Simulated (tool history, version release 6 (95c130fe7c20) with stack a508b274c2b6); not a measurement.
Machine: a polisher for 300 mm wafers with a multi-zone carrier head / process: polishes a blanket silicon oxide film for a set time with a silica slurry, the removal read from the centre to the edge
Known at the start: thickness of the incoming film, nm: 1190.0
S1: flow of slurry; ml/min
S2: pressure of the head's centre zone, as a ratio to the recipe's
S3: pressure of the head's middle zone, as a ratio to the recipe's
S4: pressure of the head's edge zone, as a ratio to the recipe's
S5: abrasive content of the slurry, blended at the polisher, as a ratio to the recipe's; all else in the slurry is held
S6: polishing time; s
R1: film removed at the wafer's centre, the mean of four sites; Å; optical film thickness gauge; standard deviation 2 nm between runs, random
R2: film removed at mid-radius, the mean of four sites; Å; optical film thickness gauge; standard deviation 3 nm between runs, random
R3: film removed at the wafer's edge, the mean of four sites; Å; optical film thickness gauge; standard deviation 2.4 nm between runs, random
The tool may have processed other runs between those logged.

run,hour,S1,S2,S3,S4,S5,S6,R1,R2,R3
1,0.0,150,1.00,1.00,1.00,1.0,68,1814.2,1735.7,1761.7
2,2.5,150,1.00,1.00,1.00,1.0,76,2032.1,1996.1,1968.4
3,10.3,115,1.00,1.00,1.00,1.0,76,1898.9,1856.2,1890.3
4,18.6,115,1.00,1.00,1.00,1.0,88,2209.1,2195.7,2222.9
5,27.5,115,1.00,1.00,1.00,1.2,88,2357.4,2314.2,2342.3
# hour 33.9: worn pad replaced by a new one
6,33.9,145,1.00,1.00,1.00,1.2,88,2609.9,2528.5,2562.7
7,38.2,150,0.99,1.03,1.00,1.2,88,2602.5,2655.4,2565.8

What will run 8 give?
8,43.9,150,0.99,1.03,1.00,1.2,88,?,?,?

R1: 2614.4 Å
R2: 2627.6 Å
R3: 2613.7 Å

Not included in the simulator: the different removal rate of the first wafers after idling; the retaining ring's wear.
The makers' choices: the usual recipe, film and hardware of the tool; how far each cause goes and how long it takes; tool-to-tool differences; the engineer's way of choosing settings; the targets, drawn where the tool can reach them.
